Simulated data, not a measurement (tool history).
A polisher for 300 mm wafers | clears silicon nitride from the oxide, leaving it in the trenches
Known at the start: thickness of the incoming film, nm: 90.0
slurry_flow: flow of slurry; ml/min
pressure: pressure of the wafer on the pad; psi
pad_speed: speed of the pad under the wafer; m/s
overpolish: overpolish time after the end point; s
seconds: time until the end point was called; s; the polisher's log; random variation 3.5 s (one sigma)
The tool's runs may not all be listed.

| run | hour | slurry_flow | pressure | pad_speed | overpolish | seconds |
|---|---|---|---|---|---|---|
| 1 | 0.0 | 245 | 2.2 | 1.20 | 13 | 100.10 |
| 2 | 2.5 | 245 | 2.2 | 1.20 | 14 | 103.05 |
| 3 | 8.6 | 245 | 1.9 | 1.10 | 14 | 124.33 |
| 4 | 10.2 | 245 | 1.6 | 1.00 | 14 | 162.84 |
| 5 | 18.8 | 245 | 1.4 | 0.98 | 14 | 183.71 |
| 6 | 27.9 | 245 | 1.7 | 0.98 | 14 | 158.26 |
| 7 | 29.2 | 245 | 1.7 | 0.98 | 14 | 158.60 |

The next listed run, before its measurement:
| 8 | 32.2 | 245 | 1.5 | 0.96 | 14 | ? |

{"run 8": {"seconds": 182.97}}
